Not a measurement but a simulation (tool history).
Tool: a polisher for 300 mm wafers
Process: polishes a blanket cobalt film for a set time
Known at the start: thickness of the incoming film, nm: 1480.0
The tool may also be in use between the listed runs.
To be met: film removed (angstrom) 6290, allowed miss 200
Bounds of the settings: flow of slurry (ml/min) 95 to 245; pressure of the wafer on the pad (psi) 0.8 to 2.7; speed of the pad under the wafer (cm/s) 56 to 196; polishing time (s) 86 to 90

run	hour	flow of slurry (ml/min)	pressure of the wafer on the pad (psi)	speed of the pad under the wafer (cm/s)	polishing time (s)	film removed (angstrom)
1	0	155	1.7	126	86	4129.4
2	4.4	155	1.7	114	86	3840.6
3	11	155	1.7	114	86	3826.6
4	12.4	155	1.7	114	86	3850
5	17.3	155	1.4	114	86	3301.9
6	21.6	130	1.4	114	86	3178.5
7	23.1	140	1.7	114	86	3819.2
8	25.2	140	1.7	114	86	3812.9
9	29.8	140	1.7	114	86	3763.3
10	32.1	150	1.9	114	86	4224.2
11	36.7	155	2.1	114	86	4637.7
12	37.9	155	2.2	114	86	4811.2
13	43.8	155	2.3	114	86	5039.8
14	49.7	160	2.4	114	86	5204
15	57.8	160	2.5	116	86	5519.9
16	62.5	160	2.5	116	86	5438.2
17	67	160	2.5	118	86	5581.7

Which of these 4 next moves meets every target?
A	71.5	190	2.7	106	90	?
B	71.5	125	2.4	110	88	?
C	71.5	155	2.7	118	90	?
D	71.5	150	2.3	112	86	?

move	film removed (angstrom)
A	5850.2
B	4965.4
C	6185
D	4892.7
A: nearer than the last run, and not there yet
B: further off than the last run
C: meets every target
D: further off than the last run
The right move is C.
